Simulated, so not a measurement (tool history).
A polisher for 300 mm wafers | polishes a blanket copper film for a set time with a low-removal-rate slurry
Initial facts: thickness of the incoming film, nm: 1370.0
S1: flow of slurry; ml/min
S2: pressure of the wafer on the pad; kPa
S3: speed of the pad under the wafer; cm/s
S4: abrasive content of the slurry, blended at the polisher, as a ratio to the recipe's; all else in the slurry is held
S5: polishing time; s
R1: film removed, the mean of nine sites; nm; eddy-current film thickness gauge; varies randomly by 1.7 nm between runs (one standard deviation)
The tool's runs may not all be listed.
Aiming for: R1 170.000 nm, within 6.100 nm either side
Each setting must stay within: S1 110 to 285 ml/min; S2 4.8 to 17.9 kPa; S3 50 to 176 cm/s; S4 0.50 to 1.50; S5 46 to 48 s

run 1 hour=0.0 | S1=180 S2=11.0 S3=112 S4=1.00 S5=46 | R1=86.732
run 2 hour=3.6 | S1=200 S2=11.0 S3=112 S4=1.00 S5=46 | R1=88.687
run 3 hour=12.4 | S1=205 S2=13.1 S3=112 S4=1.00 S5=46 | R1=104.480
run 4 hour=17.1 | S1=205 S2=14.5 S3=114 S4=1.00 S5=46 | R1=116.600
-- hour=25.5 worn pad replaced by a new one
run 5 hour=25.5 | S1=220 S2=14.5 S3=114 S4=1.00 S5=46 | R1=127.600
run 6 hour=28.7 | S1=190 S2=14.5 S3=114 S4=1.00 S5=46 | R1=124.240
run 7 hour=32.1 | S1=190 S2=15.2 S3=114 S4=1.00 S5=46 | R1=130.520
run 8 hour=39.6 | S1=190 S2=15.9 S3=114 S4=1.00 S5=46 | R1=135.040
run 9 hour=42.4 | S1=195 S2=16.5 S3=116 S4=1.00 S5=46 | R1=145.680
run 10 hour=46.5 | S1=200 S2=17.2 S3=118 S4=1.00 S5=46 | R1=152.270

Exactly one of the 5 candidate moves below puts every result within its allowed miss. Which one?
run A hour=50.6 | S1=190 S2=16.5 S3=126 S4=1.05 S5=46 | R1=?
run B hour=50.6 | S1=255 S2=15.9 S3=130 S4=0.80 S5=47 | R1=?
run C hour=50.6 | S1=195 S2=16.5 S3=118 S4=1.05 S5=48 | R1=?
run D hour=50.6 | S1=190 S2=17.2 S3=124 S4=1.10 S5=48 | R1=?
run E hour=50.6 | S1=185 S2=16.5 S3=124 S4=1.05 S5=46 | R1=?

move=A R1=157.200
move=B R1=157.860
move=C R1=154.450
move=D R1=169.220
move=E R1=154.190
A: an improvement on the last run, though not all results are within tolerance
B: an improvement on the last run, though not all results are within tolerance
C: an improvement on the last run, though not all results are within tolerance
D: meets every target
E: an improvement on the last run, though not all results are within tolerance
The move that meets every target is D.

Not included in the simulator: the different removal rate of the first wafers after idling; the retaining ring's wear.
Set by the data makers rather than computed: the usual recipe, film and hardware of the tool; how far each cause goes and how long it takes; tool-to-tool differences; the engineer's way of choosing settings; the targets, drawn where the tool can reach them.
